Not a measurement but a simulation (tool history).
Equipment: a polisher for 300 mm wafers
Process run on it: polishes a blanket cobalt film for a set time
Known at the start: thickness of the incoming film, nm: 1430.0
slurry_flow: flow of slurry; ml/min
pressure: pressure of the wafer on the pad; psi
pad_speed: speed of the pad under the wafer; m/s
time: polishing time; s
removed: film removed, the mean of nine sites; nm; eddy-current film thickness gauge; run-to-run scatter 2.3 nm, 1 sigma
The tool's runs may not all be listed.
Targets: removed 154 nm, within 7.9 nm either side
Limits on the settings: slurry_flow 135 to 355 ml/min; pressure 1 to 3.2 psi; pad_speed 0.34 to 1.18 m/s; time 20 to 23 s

run,day,slurry_flow,pressure,pad_speed,time,removed
1,0,225,2.1,0.76,23,96.517
2,0.029,255,2.1,0.76,23,97.229
3,0.217,310,2.1,0.76,23,101.84
4,0.379,310,2.3,0.76,23,109.3
5,0.608,310,2.5,0.76,23,115.35
6,0.746,310,2.6,0.78,23,121.88
7,0.854,310,2.7,0.8,23,126.04
8,0.879,310,2.8,0.82,23,131.69
9,1.104,310,2.9,0.84,23,134.95
10,1.125,310,2.9,0.84,23,135.47
11,1.175,310,3,0.86,23,146.64

Next run, 4 choices. One meets every target within its allowed miss, the rest don't. Which?
A,1.225,295,2.8,0.82,23,?
B,1.225,275,3,0.94,20,?
C,1.225,325,3,0.8,22,?
D,1.225,305,2.9,0.94,23,?

move,removed
A,129.63
B,131.38
C,129.55
D,148.49
A: the biggest miss grows against the last run
B: the biggest miss grows against the last run
C: the biggest miss grows against the last run
D: hits every target within its allowed miss
So the answer is move D, the one that meets all the targets.

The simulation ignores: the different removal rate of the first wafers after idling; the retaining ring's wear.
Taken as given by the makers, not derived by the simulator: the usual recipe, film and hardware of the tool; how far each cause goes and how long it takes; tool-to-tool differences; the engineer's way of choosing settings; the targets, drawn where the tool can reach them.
